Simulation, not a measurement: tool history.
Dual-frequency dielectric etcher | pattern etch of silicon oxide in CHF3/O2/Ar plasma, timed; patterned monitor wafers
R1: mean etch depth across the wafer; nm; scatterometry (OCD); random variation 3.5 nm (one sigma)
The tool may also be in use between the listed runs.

{"run": 1, "hour": 0.0, "source power (kW)": 0.67, "bias power (kW)": 0.207, "etch time (s)": 398, "R1": 887.01}
{"run": 2, "hour": 4.9, "source power (kW)": 0.67, "bias power (kW)": 0.181, "etch time (s)": 398, "R1": 846.69}
{"run": 3, "hour": 7.6, "source power (kW)": 0.77, "bias power (kW)": 0.181, "etch time (s)": 398, "R1": 911.69}
{"run": 4, "hour": 10.3, "source power (kW)": 0.81, "bias power (kW)": 0.189, "etch time (s)": 398, "R1": 946.82}
{"run": 5, "hour": 13.3, "source power (kW)": 0.81, "bias power (kW)": 0.203, "etch time (s)": 398, "R1": 976.95}
{"run": 6, "hour": 16.8, "source power (kW)": 0.84, "bias power (kW)": 0.207, "etch time (s)": 398, "R1": 995.35}
{"run": 7, "hour": 19.5, "source power (kW)": 0.86, "bias power (kW)": 0.211, "etch time (s)": 398, "R1": 1012.2}

Forecast run 8:
{"run": 8, "hour": 25.3, "source power (kW)": 0.88, "bias power (kW)": 0.215, "etch time (s)": 398, "R1": "?"}

R1: 1033.70 nm

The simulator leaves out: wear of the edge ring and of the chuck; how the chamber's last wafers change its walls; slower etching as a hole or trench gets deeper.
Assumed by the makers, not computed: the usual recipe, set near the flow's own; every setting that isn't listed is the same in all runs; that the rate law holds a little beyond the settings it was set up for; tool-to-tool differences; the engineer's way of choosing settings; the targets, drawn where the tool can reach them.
